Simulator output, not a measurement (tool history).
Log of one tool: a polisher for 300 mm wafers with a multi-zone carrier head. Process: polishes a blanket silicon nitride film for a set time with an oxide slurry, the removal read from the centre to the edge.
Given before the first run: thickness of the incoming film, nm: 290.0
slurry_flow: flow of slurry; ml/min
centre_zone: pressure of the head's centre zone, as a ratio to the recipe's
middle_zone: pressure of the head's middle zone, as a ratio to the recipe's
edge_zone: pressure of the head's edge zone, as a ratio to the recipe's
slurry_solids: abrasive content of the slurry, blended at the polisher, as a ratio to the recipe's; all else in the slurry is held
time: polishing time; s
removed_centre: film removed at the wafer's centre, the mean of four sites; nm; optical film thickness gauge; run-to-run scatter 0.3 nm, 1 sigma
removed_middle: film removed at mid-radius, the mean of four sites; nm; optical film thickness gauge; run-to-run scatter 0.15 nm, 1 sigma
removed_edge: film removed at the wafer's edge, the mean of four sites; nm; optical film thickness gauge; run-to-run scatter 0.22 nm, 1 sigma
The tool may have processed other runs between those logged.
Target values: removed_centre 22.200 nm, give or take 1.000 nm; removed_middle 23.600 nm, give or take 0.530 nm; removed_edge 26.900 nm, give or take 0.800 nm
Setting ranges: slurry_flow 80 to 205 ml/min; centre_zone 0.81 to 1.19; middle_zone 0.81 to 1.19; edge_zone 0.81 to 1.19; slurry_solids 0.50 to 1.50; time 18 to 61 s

run    day  slurry_flow  centre_zone  middle_zone  edge_zone  slurry_solids  time  removed_centre  removed_middle  removed_edge
  1  0.000          135         1.00         1.00       1.00           1.00    39          18.364          18.649        18.808
  2  0.088          140         0.99         0.99       1.04           1.10    39          19.599          19.116        20.262
  3  0.192          145         0.96         1.00       1.07           1.15    39          18.691          19.975        20.953
  4  0.438          145         0.96         1.00       1.07           1.30    39          19.725          21.038        22.079
  5  0.683          150         0.96         0.99       1.09           1.35    39          19.944          21.286        22.490
  6  0.850          150         0.96         0.98       1.11           1.40    40          21.213          21.878        23.193
  7  1.096          155         0.94         0.97       1.13           1.40    41          22.231          22.465        24.780
  8  1.171          180         0.84         0.99       1.18           1.40    41          19.793          23.224        25.732
  9  1.371          185         0.85         0.98       1.18           1.40    41          19.456          23.165        25.604
 10  1.562          185         0.86         0.97       1.18           1.40    41          20.645          23.058        25.386
 11  1.708          180         0.86         0.97       1.18           1.40    41          20.374          22.959        25.915
 12  2.054          180         0.87         0.97       1.18           1.40    41          20.452          22.929        25.343
 13  2.212          180         0.87         0.96       1.18           1.40    41          20.252          22.755        25.501
 14  2.425          180         0.88         0.96       1.18           1.40    41          20.982          23.065        25.795
 15  2.729          180         0.88         0.95       1.18           1.40    41          21.086          22.367        25.447
 16  2.950          180         0.88         0.95       1.18           1.45    41          21.048          22.752        25.672

Exercise: of the 4 proposed moves below, exactly one satisfies all targets within the stated allowed misses. Which move is it?
  A  3.171          175         0.89         0.95       1.19           1.50    42               ?               ?             ?
  B  3.171          160         0.82         0.85       1.19           1.40    45               ?               ?             ?
  C  3.171          195         0.92         1.03       1.11           1.50    38               ?               ?             ?
  D  3.171          190         0.97         0.94       1.15           1.45    39               ?               ?             ?

move  removed_centre  removed_middle  removed_edge
   A          21.621          23.574        26.635
   B          20.431          22.127        27.557
   C          20.619          23.215        23.507
   D          21.940          21.700        24.227
A: every result lands within tolerance
B: its largest miss is bigger than the last run's
C: the furthest-off result lands on target, but another misses its tolerance
D: its largest miss is bigger than the last run's
The move that meets every target is A.

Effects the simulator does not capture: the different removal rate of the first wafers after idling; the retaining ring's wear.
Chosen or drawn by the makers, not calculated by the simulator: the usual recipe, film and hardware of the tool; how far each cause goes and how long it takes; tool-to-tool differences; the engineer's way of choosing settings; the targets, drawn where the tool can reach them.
